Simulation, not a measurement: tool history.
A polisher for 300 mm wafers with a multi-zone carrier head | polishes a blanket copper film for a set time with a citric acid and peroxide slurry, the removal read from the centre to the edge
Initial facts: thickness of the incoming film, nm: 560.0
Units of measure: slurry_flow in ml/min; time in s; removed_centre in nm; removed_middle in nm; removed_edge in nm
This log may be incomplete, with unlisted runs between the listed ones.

run 1 hour=0 | slurry_flow=290 centre_zone=1 middle_zone=1 edge_zone=1 slurry_solids=1 time=70 | removed_centre=176.85 removed_middle=176 removed_edge=172.78
run 2 hour=4.3 | slurry_flow=300 centre_zone=1.02 middle_zone=0.99 edge_zone=1.04 slurry_solids=1.05 time=70 | removed_centre=185.84 removed_middle=176.78 removed_edge=176.71
run 3 hour=7.7 | slurry_flow=300 centre_zone=1.02 middle_zone=0.98 edge_zone=1.07 slurry_solids=1.1 time=70 | removed_centre=186.43 removed_middle=178.67 removed_edge=184.43
run 4 hour=11.4 | slurry_flow=300 centre_zone=1.02 middle_zone=0.98 edge_zone=1.07 slurry_solids=1 time=70 | removed_centre=182.28 removed_middle=176.29 removed_edge=179.16
run 5 hour=20.1 | slurry_flow=300 centre_zone=1.02 middle_zone=0.92 edge_zone=1.07 slurry_solids=1 time=70 | removed_centre=179.73 removed_middle=163.52 removed_edge=177.06
run 6 hour=25.2 | slurry_flow=305 centre_zone=1.03 middle_zone=0.93 edge_zone=1.1 slurry_solids=1.05 time=70 | removed_centre=187.12 removed_middle=167.06 removed_edge=185.31
run 7 hour=30.8 | slurry_flow=315 centre_zone=1.04 middle_zone=0.94 edge_zone=1.12 slurry_solids=1.05 time=70 | removed_centre=187.66 removed_middle=170.85 removed_edge=187.39

What will run 8 give?
run 8 hour=39.5 | slurry_flow=320 centre_zone=1.05 middle_zone=0.95 edge_zone=1.13 slurry_solids=1.05 time=70 | removed_centre=? removed_middle=? removed_edge=?

Run 8 gave removed_centre 192.01 nm, removed_middle 170.79 nm, removed_edge 191.83 nm.

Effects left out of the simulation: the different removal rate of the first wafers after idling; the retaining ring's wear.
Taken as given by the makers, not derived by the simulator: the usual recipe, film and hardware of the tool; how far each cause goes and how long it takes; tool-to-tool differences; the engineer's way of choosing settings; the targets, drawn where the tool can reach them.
